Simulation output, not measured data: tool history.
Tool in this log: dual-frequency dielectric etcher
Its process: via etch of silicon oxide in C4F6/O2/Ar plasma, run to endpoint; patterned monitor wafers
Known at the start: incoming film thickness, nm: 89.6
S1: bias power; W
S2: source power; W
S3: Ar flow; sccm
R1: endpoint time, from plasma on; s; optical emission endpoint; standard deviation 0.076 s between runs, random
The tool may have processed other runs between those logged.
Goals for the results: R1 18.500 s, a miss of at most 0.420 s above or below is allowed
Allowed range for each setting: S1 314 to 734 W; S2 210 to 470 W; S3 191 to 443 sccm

run  hour   S1   S2   S3      R1
  1   0.0  524  340  317  20.654
  2   6.4  559  350  316  19.856
  3   8.8  559  350  362  20.194
  4  12.3  586  350  361  19.925
  5  16.0  586  350  395  20.147
  6  24.7  614  360  394  19.622
  7  29.7  634  360  393  19.454
  8  36.4  652  360  392  19.284
  9  42.4  667  360  391  19.118

Of the 5 settings listed for the next run, only one would bring every result within its allowed miss of target. Which one?
  A  48.4  734  380  375   ?
  B  48.4  693  400  363   ?
  C  48.4  730  410  360   ?
  D  48.4  732  410  362   ?
  E  48.4  708  360  368   ?

move      R1
   A  17.996
   B  17.992
   C  17.463
   D  17.459
   E  18.540
A: the result that was furthest off in the last run now lies on the other side of its target
B: the result that was furthest off in the last run now lies on the other side of its target
C: the result that was furthest off in the last run now lies on the other side of its target
D: the result that was furthest off in the last run now lies on the other side of its target
E: meets every target
Move E is the one to make.
